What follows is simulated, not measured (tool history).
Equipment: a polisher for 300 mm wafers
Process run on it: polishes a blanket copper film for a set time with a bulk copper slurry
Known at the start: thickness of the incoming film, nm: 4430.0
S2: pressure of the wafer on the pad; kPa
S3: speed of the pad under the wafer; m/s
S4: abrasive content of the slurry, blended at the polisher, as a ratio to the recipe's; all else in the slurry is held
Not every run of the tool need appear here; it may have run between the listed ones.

{"run": 1, "hour": 0.0, "flow of slurry (ml/min)": 305, "S2": 15.9, "S3": 1.06, "S4": 1.0, "polishing time (s)": 32, "film removed (Å)": 2924.9}
{"run": 2, "hour": 4.8, "flow of slurry (ml/min)": 305, "S2": 17.2, "S3": 1.08, "S4": 1.0, "polishing time (s)": 32, "film removed (Å)": 3102.8}
{"run": 3, "hour": 6.0, "flow of slurry (ml/min)": 305, "S2": 17.2, "S3": 1.08, "S4": 1.0, "polishing time (s)": 32, "film removed (Å)": 3211.4}
{"run": 4, "hour": 14.8, "flow of slurry (ml/min)": 305, "S2": 17.2, "S3": 1.08, "S4": 1.15, "polishing time (s)": 32, "film removed (Å)": 3256.2}
{"run": 5, "hour": 21.4, "flow of slurry (ml/min)": 305, "S2": 19.3, "S3": 1.08, "S4": 1.15, "polishing time (s)": 32, "film removed (Å)": 3611.3}
{"run": 6, "hour": 29.7, "flow of slurry (ml/min)": 305, "S2": 20.0, "S3": 1.1, "S4": 1.15, "polishing time (s)": 32, "film removed (Å)": 3885.8}
{"run": 7, "hour": 32.1, "flow of slurry (ml/min)": 305, "S2": 20.7, "S3": 1.12, "S4": 1.15, "polishing time (s)": 32, "film removed (Å)": 4003.0}
{"run": 8, "hour": 38.7, "flow of slurry (ml/min)": 305, "S2": 20.7, "S3": 1.12, "S4": 1.15, "polishing time (s)": 32, "film removed (Å)": 3950.6}
{"run": 9, "hour": 47.0, "flow of slurry (ml/min)": 305, "S2": 21.4, "S3": 1.16, "S4": 1.15, "polishing time (s)": 32, "film removed (Å)": 4319.2}
{"run": 10, "hour": 51.6, "flow of slurry (ml/min)": 305, "S2": 22.1, "S3": 1.18, "S4": 1.15, "polishing time (s)": 32, "film removed (Å)": 4402.3}

What will run 11 give?
{"run": 11, "hour": 54.6, "flow of slurry (ml/min)": 305, "S2": 22.8, "S3": 1.2, "S4": 1.15, "polishing time (s)": 32, "film removed (Å)": "?"}

Run 11 yielded film removed (Å) 4724.1.

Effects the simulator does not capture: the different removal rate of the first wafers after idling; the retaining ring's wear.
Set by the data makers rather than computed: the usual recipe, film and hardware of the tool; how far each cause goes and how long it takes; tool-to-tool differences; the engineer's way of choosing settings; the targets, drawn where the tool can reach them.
